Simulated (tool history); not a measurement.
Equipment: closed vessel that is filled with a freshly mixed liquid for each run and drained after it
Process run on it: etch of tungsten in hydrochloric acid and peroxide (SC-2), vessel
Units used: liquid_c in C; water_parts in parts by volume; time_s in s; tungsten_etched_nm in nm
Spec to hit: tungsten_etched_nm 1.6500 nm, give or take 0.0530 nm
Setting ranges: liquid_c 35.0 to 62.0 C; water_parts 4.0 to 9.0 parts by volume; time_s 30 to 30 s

run,day,liquid_c,water_parts,time_s,tungsten_etched_nm
1,0.000,46.0,5.0,30,4.0688
2,0.354,44.0,5.0,30,3.4924
3,0.704,42.5,5.0,30,3.1802
4,0.833,42.5,5.0,30,3.1528
5,0.938,47.5,5.0,30,4.4041
6,1.046,45.5,5.0,30,3.8861
7,1.112,43.5,5.0,30,3.3992
8,1.429,42.0,5.0,30,3.0441
9,1.633,41.0,5.0,30,2.8759
10,1.692,40.0,5.0,30,2.6516

Next run, 4 choices. One meets every target within its allowed miss, the rest don't. Which?
A,1.750,35.0,5.0,30,?
B,1.750,37.5,6.5,30,?
C,1.750,37.0,7.0,30,?
D,1.750,48.5,4.0,30,?

move,tungsten_etched_nm
A,1.8130
B,1.7908
C,1.6313
D,5.4603
A: gains on the last run, yet a result remains outside its allowed miss
B: gains on the last run, yet a result remains outside its allowed miss
C: in spec on every target
D: lands further from the targets than the last run did
Move C is the one to make.

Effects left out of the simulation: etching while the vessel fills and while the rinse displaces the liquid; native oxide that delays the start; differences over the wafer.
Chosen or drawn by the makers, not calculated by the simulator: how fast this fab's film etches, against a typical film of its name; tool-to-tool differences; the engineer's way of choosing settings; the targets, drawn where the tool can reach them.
